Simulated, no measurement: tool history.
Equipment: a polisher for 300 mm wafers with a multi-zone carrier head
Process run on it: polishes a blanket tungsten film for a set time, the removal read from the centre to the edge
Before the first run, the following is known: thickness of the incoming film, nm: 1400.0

run	day	flow of slurry (ml/min)	pressure of the head's centre zone	pressure of the head's middle zone	pressure of the head's edge zone	abrasive content of the slurry	polishing time (s)	film removed at the wafer's centre (angstrom)	film removed at mid-radius (angstrom)	film removed at the wafer's edge (angstrom)
1	0.000	225	1.00	1.00	1.00	1.00	34	1886.3	1860.8	1933.5
2	0.154	230	1.02	1.01	1.02	1.05	34	1910.9	1940.7	1915.7
3	0.454	230	1.02	1.01	1.07	1.05	34	1924.8	1934.8	1967.9
4	0.617	230	1.02	1.01	1.12	1.05	34	1946.2	1918.9	2014.7
5	0.779	235	1.03	1.00	1.13	1.10	35	2002.5	2008.2	2123.1
6	0.979	240	1.05	0.99	1.12	1.15	36	2110.2	2085.0	2189.3

Run 7 has not been measured yet. What should we expect?
7	1.112	245	1.07	0.98	1.12	1.15	37	?	?	?

{"run 7": {"film removed at the wafer's centre (angstrom)": 2241.5, "film removed at mid-radius (angstrom)": 2087.0, "film removed at the wafer's edge (angstrom)": 2267.5}}

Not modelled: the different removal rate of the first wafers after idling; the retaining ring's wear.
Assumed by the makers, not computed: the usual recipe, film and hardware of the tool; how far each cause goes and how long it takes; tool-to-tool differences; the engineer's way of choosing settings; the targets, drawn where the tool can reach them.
